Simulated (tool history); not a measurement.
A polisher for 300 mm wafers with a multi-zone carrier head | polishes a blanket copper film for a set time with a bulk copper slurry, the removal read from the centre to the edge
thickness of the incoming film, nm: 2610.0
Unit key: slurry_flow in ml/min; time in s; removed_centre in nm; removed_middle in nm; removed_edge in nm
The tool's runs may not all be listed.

run  hour  slurry_flow  centre_zone  middle_zone  edge_zone  slurry_solids  time  removed_centre  removed_middle  removed_edge
  1     0          170            1            1          1              1    65           375.3           359.6           376
  2     1          190            1            1          1              1    65          382.36           378.2        389.78
  3     8          185            1         1.01       0.98           0.95    65          380.43          381.29        378.32
  4   9.5          180            1            1       0.97            0.9    65          373.11          356.25        372.16
  5  10.2          210            1            1       0.97            0.9    65          378.54          366.94        377.63
  6  16.3          205            1         1.01       0.95           0.85    64          367.62          357.47        357.84
  7  23.8          155         0.94            1       0.85            0.6    63          296.23             312        296.69

What does the tool deliver on the next run?
  8  29.4          165         0.99         1.01       0.81            0.5    63               ?               ?             ?

{"run 8": {"removed_centre": 295.87, "removed_middle": 298.68, "removed_edge": 283.74}}
